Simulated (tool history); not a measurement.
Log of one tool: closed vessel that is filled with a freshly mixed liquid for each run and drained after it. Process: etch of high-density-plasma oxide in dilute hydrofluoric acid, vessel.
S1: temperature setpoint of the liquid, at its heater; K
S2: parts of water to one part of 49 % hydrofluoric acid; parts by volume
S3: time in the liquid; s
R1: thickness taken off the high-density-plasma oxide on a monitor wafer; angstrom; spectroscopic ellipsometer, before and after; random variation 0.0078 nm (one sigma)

run  hour      S1   S2  S3       R1
  1   0.0  299.15  165  35  13.7430
  2   7.9  299.15  200  35  10.6240
  3  12.7  299.15  200  35  10.7660
  4  16.2  297.15  200  35   9.9536
  5  23.7  295.65  200  35   9.3975
  6  29.3  295.65  200  35   9.3783
  7  33.5  294.65  200  35   9.1840

Run 8 comes next. What will it give?
  8  39.5  294.15  200  35   ?

{"run 8": {"R1": 8.7962}}
